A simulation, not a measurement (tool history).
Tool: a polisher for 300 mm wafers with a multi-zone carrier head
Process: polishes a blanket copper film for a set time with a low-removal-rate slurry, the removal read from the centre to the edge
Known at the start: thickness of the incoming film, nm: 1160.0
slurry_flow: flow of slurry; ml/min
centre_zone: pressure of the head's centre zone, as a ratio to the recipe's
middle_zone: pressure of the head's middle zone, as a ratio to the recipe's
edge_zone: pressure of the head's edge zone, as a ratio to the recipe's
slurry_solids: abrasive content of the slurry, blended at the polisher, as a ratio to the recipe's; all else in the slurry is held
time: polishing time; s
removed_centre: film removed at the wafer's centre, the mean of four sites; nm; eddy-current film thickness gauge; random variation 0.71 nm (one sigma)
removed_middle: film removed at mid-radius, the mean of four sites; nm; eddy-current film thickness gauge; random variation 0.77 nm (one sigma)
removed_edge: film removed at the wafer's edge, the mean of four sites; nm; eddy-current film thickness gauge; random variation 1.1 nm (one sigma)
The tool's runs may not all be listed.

run,hour,slurry_flow,centre_zone,middle_zone,edge_zone,slurry_solids,time,removed_centre,removed_middle,removed_edge
1,0,155,1,1,1,1,43,108.63,112.94,104.66
2,3.3,145,1,0.94,1,0.85,41,97.142,96.09,96.183
3,10.1,145,1,0.94,1.07,0.85,41,98.276,93.868,96.873
4,16.9,145,0.96,0.94,1.07,0.85,41,94.476,95.984,98.493
5,23.8,145,0.96,0.89,1.07,0.85,41,93.779,92.761,98.22
6,27.3,160,0.96,0.89,1.07,0.85,41,94.945,93.587,100.34
7,35.4,145,0.97,0.88,1.06,0.75,40,88.636,86.019,92.29
8,40.5,135,0.98,0.86,1.05,0.7,40,88.32,80.409,87.955
# hour 46: edge zone pressure recalibrated
9,46,125,0.97,0.85,1.04,0.65,40,82.678,76.878,89.565

Forecast run 10:
10,52.8,125,0.97,0.85,1.04,0.65,40,?,?,?

{"run 10": {"removed_centre": 82.908, "removed_middle": 78.284, "removed_edge": 90.032}}

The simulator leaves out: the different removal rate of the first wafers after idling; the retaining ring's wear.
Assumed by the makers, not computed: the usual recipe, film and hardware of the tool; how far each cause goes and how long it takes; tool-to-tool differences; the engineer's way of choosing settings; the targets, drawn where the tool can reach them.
